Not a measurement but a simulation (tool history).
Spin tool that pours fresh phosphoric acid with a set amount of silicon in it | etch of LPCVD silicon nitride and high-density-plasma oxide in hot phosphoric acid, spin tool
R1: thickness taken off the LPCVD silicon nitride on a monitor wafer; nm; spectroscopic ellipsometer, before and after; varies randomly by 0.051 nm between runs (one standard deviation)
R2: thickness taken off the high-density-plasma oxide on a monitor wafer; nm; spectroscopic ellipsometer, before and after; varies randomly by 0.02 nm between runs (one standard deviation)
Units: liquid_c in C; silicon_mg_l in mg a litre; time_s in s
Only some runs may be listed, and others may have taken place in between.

Run 1, hour 0: liquid_c 161 C, silicon_mg_l 12 mg a litre, time_s 85 s. Result: R1 8.0634 nm, R2 0.26588 nm.
Run 2, hour 6.7: liquid_c 160.5 C, silicon_mg_l 11 mg a litre, time_s 80 s. Result: R1 7.5079 nm, R2 0.27879 nm.
Run 3, hour 12.6: liquid_c 160.5 C, silicon_mg_l 8 mg a litre, time_s 80 s. Result: R1 7.4655 nm, R2 0.3229 nm.
Run 4, hour 20.7: liquid_c 160 C, silicon_mg_l 8.5 mg a litre, time_s 75 s. Result: R1 6.7845 nm, R2 0.2437 nm.
Run 5, hour 25.4: liquid_c 158.5 C, silicon_mg_l 8.5 mg a litre, time_s 75 s. Result: R1 6.5353 nm, R2 0.19549 nm.
Run 6, hour 31.4: liquid_c 158.5 C, silicon_mg_l 7.5 mg a litre, time_s 70 s. Result: R1 6.1884 nm, R2 0.22485 nm.
Run 7, hour 34: liquid_c 158.5 C, silicon_mg_l 7.5 mg a litre, time_s 70 s. Result: R1 6.1346 nm, R2 0.1838 nm.

Run 8, settings as shown, results not yet in. Your forecast:
Run 8, hour 38.3: liquid_c 158.5 C, silicon_mg_l 6.5 mg a litre, time_s 70 s. Result: R1 ?, R2 ?.

R1: 6.0977 nm
R2: 0.19873 nm
